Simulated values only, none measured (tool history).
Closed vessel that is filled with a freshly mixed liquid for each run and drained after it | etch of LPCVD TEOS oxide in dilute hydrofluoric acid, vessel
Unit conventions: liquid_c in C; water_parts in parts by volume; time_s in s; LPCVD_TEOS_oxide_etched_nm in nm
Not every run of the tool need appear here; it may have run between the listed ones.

{"run": 1, "day": 0.0, "liquid_c": 24, "water_parts": 265, "time_s": 350, "LPCVD_TEOS_oxide_etched_nm": 19.983}
{"run": 2, "day": 0.3, "liquid_c": 25, "water_parts": 255, "time_s": 350, "LPCVD_TEOS_oxide_etched_nm": 22.005}
{"run": 3, "day": 0.529, "liquid_c": 26, "water_parts": 250, "time_s": 350, "LPCVD_TEOS_oxide_etched_nm": 23.574}
{"run": 4, "day": 0.833, "liquid_c": 26, "water_parts": 170, "time_s": 350, "LPCVD_TEOS_oxide_etched_nm": 37.874}
{"run": 5, "day": 0.933, "liquid_c": 26, "water_parts": 255, "time_s": 350, "LPCVD_TEOS_oxide_etched_nm": 22.673}
{"day": 1.079, "done": "thermometer replaced"}
{"run": 6, "day": 1.079, "liquid_c": 27, "water_parts": 250, "time_s": 350, "LPCVD_TEOS_oxide_etched_nm": 23.037}
{"run": 7, "day": 1.429, "liquid_c": 27, "water_parts": 240, "time_s": 350, "LPCVD_TEOS_oxide_etched_nm": 24.28}
{"run": 8, "day": 1.767, "liquid_c": 27, "water_parts": 230, "time_s": 350, "LPCVD_TEOS_oxide_etched_nm": 24.969}
{"run": 9, "day": 1.954, "liquid_c": 31, "water_parts": 190, "time_s": 350, "LPCVD_TEOS_oxide_etched_nm": 37.159}

Forecast run 10:
{"run": 10, "day": 2.058, "liquid_c": 30.5, "water_parts": 190, "time_s": 350, "LPCVD_TEOS_oxide_etched_nm": "?"}

{"run 10": {"LPCVD_TEOS_oxide_etched_nm": 36.772}}
